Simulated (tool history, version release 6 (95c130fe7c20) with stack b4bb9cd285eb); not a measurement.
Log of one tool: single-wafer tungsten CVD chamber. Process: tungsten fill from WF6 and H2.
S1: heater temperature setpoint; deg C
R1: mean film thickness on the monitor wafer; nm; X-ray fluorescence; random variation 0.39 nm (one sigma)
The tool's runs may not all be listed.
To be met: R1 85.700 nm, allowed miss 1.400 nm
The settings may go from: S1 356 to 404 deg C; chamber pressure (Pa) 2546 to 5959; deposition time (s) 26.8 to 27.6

{"run": 1, "day": 0.0, "S1": 380, "chamber pressure (Pa)": 4253, "deposition time (s)": 26.8, "R1": 53.061}
{"run": 2, "day": 0.208, "S1": 384, "chamber pressure (Pa)": 4266, "deposition time (s)": 26.8, "R1": 58.403}
{"run": 3, "day": 0.404, "S1": 387, "chamber pressure (Pa)": 4280, "deposition time (s)": 26.8, "R1": 61.946}
{"run": 4, "day": 0.771, "S1": 387, "chamber pressure (Pa)": 5040, "deposition time (s)": 26.8, "R1": 67.905}
{"run": 5, "day": 0.875, "S1": 389, "chamber pressure (Pa)": 5040, "deposition time (s)": 26.8, "R1": 71.157}
{"run": 6, "day": 0.983, "S1": 391, "chamber pressure (Pa)": 5040, "deposition time (s)": 26.8, "R1": 74.164}
{"run": 7, "day": 1.308, "S1": 391, "chamber pressure (Pa)": 5040, "deposition time (s)": 26.8, "R1": 73.826}
{"run": 8, "day": 1.358, "S1": 391, "chamber pressure (Pa)": 5040, "deposition time (s)": 26.8, "R1": 74.301}
{"run": 9, "day": 1.633, "S1": 392, "chamber pressure (Pa)": 5040, "deposition time (s)": 26.8, "R1": 75.475}
{"run": 10, "day": 1.854, "S1": 393, "chamber pressure (Pa)": 5040, "deposition time (s)": 26.8, "R1": 77.719}
{"run": 11, "day": 1.875, "S1": 393, "chamber pressure (Pa)": 5040, "deposition time (s)": 26.8, "R1": 77.356}
{"run": 12, "day": 2.25, "S1": 393, "chamber pressure (Pa)": 5040, "deposition time (s)": 26.8, "R1": 77.28}
{"run": 13, "day": 2.321, "S1": 394, "chamber pressure (Pa)": 5040, "deposition time (s)": 26.8, "R1": 79.284}
{"run": 14, "day": 2.558, "S1": 395, "chamber pressure (Pa)": 5040, "deposition time (s)": 26.8, "R1": 80.753}
{"day": 2.671, "done": "capacitance manometer re-zeroed and calibrated"}
{"run": 15, "day": 2.671, "S1": 396, "chamber pressure (Pa)": 5040, "deposition time (s)": 26.8, "R1": 79.852}
{"run": 16, "day": 3.029, "S1": 397, "chamber pressure (Pa)": 5040, "deposition time (s)": 26.8, "R1": 81.011}

5 next moves are on the table. One of them brings every result within its allowed miss. Which?
{"run": "A", "day": 3.388, "S1": 396, "chamber pressure (Pa)": 5160, "deposition time (s)": 27.6, "R1": "?"}
{"run": "B", "day": 3.388, "S1": 398, "chamber pressure (Pa)": 5133, "deposition time (s)": 26.8, "R1": "?"}
{"run": "C", "day": 3.388, "S1": 402, "chamber pressure (Pa)": 4666, "deposition time (s)": 26.8, "R1": "?"}
{"run": "D", "day": 3.388, "S1": 399, "chamber pressure (Pa)": 4880, "deposition time (s)": 26.8, "R1": "?"}
{"run": "E", "day": 3.388, "S1": 400, "chamber pressure (Pa)": 5226, "deposition time (s)": 27.3, "R1": "?"}

move=A R1=82.498
move=B R1=83.305
move=C R1=85.845
move=D R1=82.762
move=E R1=89.212
A: nearer than the last run, and not there yet
B: nearer than the last run, and not there yet
C: meets every target
D: nearer than the last run, and not there yet
E: takes the result that was furthest off past its target
The right move is C.

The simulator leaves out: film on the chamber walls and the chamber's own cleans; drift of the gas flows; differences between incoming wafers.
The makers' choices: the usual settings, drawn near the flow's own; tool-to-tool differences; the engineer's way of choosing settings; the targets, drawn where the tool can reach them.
